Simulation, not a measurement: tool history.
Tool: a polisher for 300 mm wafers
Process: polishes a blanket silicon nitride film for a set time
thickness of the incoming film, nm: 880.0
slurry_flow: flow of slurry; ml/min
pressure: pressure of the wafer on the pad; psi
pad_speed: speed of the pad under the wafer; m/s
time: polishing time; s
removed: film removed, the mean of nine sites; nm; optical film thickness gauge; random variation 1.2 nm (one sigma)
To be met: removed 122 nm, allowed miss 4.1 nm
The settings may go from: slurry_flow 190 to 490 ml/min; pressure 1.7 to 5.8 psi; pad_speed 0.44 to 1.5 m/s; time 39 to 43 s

run 1 hour=0 | slurry_flow=315 pressure=3.7 pad_speed=0.96 time=43 | removed=81.388
run 2 hour=2.8 | slurry_flow=315 pressure=3.7 pad_speed=0.96 time=43 | removed=81.283
run 3 hour=6.8 | slurry_flow=315 pressure=3.3 pad_speed=0.96 time=43 | removed=72.565
run 4 hour=10.8 | slurry_flow=315 pressure=3.5 pad_speed=0.96 time=43 | removed=76.121
run 5 hour=17.9 | slurry_flow=315 pressure=3.5 pad_speed=0.74 time=43 | removed=63.776
run 6 hour=21.5 | slurry_flow=315 pressure=3.8 pad_speed=0.74 time=43 | removed=69.185
run 7 hour=23.5 | slurry_flow=315 pressure=4.1 pad_speed=0.74 time=43 | removed=74.49
run 8 hour=29.4 | slurry_flow=320 pressure=5.1 pad_speed=0.82 time=43 | removed=99.331
run 9 hour=37.8 | slurry_flow=320 pressure=5.2 pad_speed=0.82 time=43 | removed=100.54

5 next moves are on the table. One of them brings every result within its allowed miss. Which?
run A hour=46.2 | slurry_flow=405 pressure=5.6 pad_speed=1.02 time=40 | removed=?
run B hour=46.2 | slurry_flow=300 pressure=5.4 pad_speed=0.88 time=43 | removed=?
run C hour=46.2 | slurry_flow=315 pressure=5.7 pad_speed=0.84 time=43 | removed=?
run D hour=46.2 | slurry_flow=335 pressure=5.5 pad_speed=0.84 time=41 | removed=?
run E hour=46.2 | slurry_flow=365 pressure=5.3 pad_speed=0.88 time=43 | removed=?

move=A removed=121.43
move=B removed=110.73
move=C removed=113.16
move=D removed=104.6
move=E removed=110.09
A: meets every target
B: nearer than the last run, and not there yet
C: nearer than the last run, and not there yet
D: nearer than the last run, and not there yet
E: nearer than the last run, and not there yet
The right move is A.
